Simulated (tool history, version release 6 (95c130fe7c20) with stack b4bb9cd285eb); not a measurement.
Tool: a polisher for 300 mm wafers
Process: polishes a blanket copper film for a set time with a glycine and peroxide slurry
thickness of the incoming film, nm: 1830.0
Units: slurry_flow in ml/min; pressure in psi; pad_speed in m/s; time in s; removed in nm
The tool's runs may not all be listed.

run 1 hour=0.0 | slurry_flow=215 pressure=3.1 pad_speed=1.18 time=47 | removed=313.03
run 2 hour=3.1 | slurry_flow=215 pressure=2.9 pad_speed=1.18 time=47 | removed=294.44
run 3 hour=9.7 | slurry_flow=215 pressure=3.4 pad_speed=1.18 time=47 | removed=333.31
run 4 hour=13.7 | slurry_flow=215 pressure=3.4 pad_speed=1.18 time=47 | removed=337.52
run 5 hour=21.9 | slurry_flow=215 pressure=3.2 pad_speed=1.18 time=47 | removed=320.04
run 6 hour=24.8 | slurry_flow=215 pressure=3.0 pad_speed=1.18 time=47 | removed=302.40

Forecast run 7:
run 7 hour=27.1 | slurry_flow=200 pressure=2.1 pad_speed=1.16 time=47 | removed=?

{"run 7": {"removed": 232.77}}

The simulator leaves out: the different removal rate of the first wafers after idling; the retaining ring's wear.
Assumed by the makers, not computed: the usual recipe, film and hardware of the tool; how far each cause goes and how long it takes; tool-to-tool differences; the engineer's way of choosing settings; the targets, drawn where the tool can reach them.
